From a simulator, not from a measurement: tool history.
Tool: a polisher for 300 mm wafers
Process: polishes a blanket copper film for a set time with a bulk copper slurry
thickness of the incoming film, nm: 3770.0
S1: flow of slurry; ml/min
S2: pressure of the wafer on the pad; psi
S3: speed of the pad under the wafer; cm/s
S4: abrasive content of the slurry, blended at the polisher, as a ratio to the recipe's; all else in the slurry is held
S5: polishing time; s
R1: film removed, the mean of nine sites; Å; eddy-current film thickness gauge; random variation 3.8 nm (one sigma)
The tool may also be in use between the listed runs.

| run | hour | S1 | S2 | S3 | S4 | S5 | R1 |
|---|---|---|---|---|---|---|---|
| 1 | 0 | 235 | 3 | 96 | 1 | 62 | 4883.3 |
| 2 | 3.7 | 235 | 2.7 | 96 | 1 | 62 | 4378.7 |
| 3 | 8.2 | 235 | 2.7 | 118 | 1 | 62 | 5320.7 |
| 4 | 15.2 | 235 | 2.7 | 118 | 1 | 66 | 5664.2 |
| 5 | 23.5 | 235 | 2.7 | 118 | 0.85 | 66 | 5611 |
| 6 | 27.5 | 235 | 2.7 | 118 | 1 | 66 | 5645.1 |
| 7 | 32.6 | 235 | 2.3 | 118 | 1 | 66 | 4903.5 |

Run 8 comes next. What will it give?
| 8 | 41.6 | 235 | 2 | 118 | 1 | 66 | ? |

{"run 8": {"R1": 4289.1}}

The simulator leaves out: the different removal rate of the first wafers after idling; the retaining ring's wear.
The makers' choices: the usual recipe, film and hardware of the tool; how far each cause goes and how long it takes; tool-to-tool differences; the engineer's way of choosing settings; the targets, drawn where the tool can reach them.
